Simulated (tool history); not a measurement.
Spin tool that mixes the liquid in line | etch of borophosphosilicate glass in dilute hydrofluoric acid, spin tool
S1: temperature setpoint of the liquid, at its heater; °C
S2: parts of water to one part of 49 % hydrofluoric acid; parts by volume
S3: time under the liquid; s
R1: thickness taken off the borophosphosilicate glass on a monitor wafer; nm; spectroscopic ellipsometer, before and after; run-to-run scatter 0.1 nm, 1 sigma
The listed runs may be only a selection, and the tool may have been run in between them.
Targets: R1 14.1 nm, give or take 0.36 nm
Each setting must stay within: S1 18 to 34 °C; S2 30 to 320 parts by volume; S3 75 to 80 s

| run | hour | S1 | S2 | S3 | R1 |
|---|---|---|---|---|---|
| 1 | 0 | 26 | 175 | 75 | 16.593 |
| 2 | 1.3 | 26 | 175 | 80 | 17.428 |
| 3 | 5.5 | 28.5 | 175 | 80 | 19.141 |
| 4 | 8.9 | 28.5 | 175 | 75 | 17.973 |
| 5 | 15 | 28.5 | 130 | 75 | 25.874 |
| 6 | 18.9 | 28.5 | 130 | 75 | 25.433 |
| 7 | 25.4 | 25.5 | 140 | 75 | 20.917 |
| 8 | 28.9 | 23 | 145 | 75 | 18.386 |

Which single option among these 4 for the next run brings every result within its allowed miss of target? Just one does.
| A | 32.4 | 24.5 | 215 | 75 | ? |
| B | 32.4 | 25 | 120 | 80 | ? |
| C | 32.4 | 25 | 205 | 80 | ? |
| D | 32.4 | 21.5 | 155 | 75 | ? |

| move | R1 |
|---|---|
| A | 12.042 |
| B | 26.13 |
| C | 13.868 |
| D | 15.904 |
A: takes the result that was furthest off past its target
B: further off than the last run
C: meets every target
D: closer than the last run, but not yet in spec
Go with C: it meets all targets.

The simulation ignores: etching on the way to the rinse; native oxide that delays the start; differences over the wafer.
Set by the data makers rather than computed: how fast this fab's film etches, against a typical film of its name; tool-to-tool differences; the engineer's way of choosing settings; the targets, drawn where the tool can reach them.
